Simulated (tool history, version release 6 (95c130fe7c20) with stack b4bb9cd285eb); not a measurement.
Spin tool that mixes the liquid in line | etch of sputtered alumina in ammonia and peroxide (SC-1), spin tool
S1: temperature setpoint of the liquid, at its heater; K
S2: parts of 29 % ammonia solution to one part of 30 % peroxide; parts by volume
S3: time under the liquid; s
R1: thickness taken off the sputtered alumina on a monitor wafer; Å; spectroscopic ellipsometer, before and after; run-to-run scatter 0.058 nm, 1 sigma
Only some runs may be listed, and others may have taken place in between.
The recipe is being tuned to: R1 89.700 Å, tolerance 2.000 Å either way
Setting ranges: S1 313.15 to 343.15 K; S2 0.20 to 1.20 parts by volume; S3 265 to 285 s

run	hour	S1	S2	S3	R1
1	0.0	329.15	0.80	265	162.740
2	3.2	329.15	0.80	285	175.420
3	10.9	326.15	0.80	285	151.260
4	14.3	326.15	1.10	285	156.400
5	21.1	326.15	1.20	285	157.260
6	29.5	326.15	1.20	265	146.100
7	31.3	324.15	1.20	265	130.160
8	32.2	322.65	1.20	265	120.840
9	35.9	315.65	1.20	265	81.695
10	40.6	316.15	1.20	265	82.952
11	49.1	316.65	1.20	265	85.404

Of the 5 settings listed for the next run, only one would bring every result within its allowed miss of target. Which one?
A	57.6	314.65	1.15	275	?
B	57.6	316.15	1.20	285	?
C	57.6	315.65	1.20	275	?
D	57.6	315.65	1.00	285	?
E	57.6	316.65	1.00	265	?

move	R1
A	78.758
B	89.412
C	83.815
D	85.356
E	84.085
A: lands further from the targets than the last run did
B: hits every target within its allowed miss
C: lands further from the targets than the last run did
D: just as far off the targets as the last run
E: lands further from the targets than the last run did
So the answer is move B, the one that meets all the targets.
